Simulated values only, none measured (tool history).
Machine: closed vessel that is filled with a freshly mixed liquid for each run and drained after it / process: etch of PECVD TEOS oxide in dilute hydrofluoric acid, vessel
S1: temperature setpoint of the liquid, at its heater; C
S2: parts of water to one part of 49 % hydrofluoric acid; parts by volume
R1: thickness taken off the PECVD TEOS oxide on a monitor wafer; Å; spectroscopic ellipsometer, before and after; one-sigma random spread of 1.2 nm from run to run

run 1 day=0 | S1=21 S2=75 time_in_the_liquid_(s)=365 | R1=702.71
run 2 day=0.242 | S1=21 S2=75 time_in_the_liquid_(s)=365 | R1=718.43
run 3 day=0.488 | S1=23.5 S2=70 time_in_the_liquid_(s)=365 | R1=835.88
run 4 day=0.746 | S1=23.5 S2=70 time_in_the_liquid_(s)=390 | R1=892.54
run 5 day=0.862 | S1=23.5 S2=90 time_in_the_liquid_(s)=390 | R1=677.55
run 6 day=1.225 | S1=23.5 S2=115 time_in_the_liquid_(s)=390 | R1=521.54
run 7 day=1.492 | S1=25 S2=95 time_in_the_liquid_(s)=390 | R1=678.89
run 8 day=1.846 | S1=26 S2=85 time_in_the_liquid_(s)=390 | R1=795.86

Run 9 has not been measured yet. What should we expect?
run 9 day=2.004 | S1=27 S2=75 time_in_the_liquid_(s)=390 | R1=?

R1: 953.36 Å
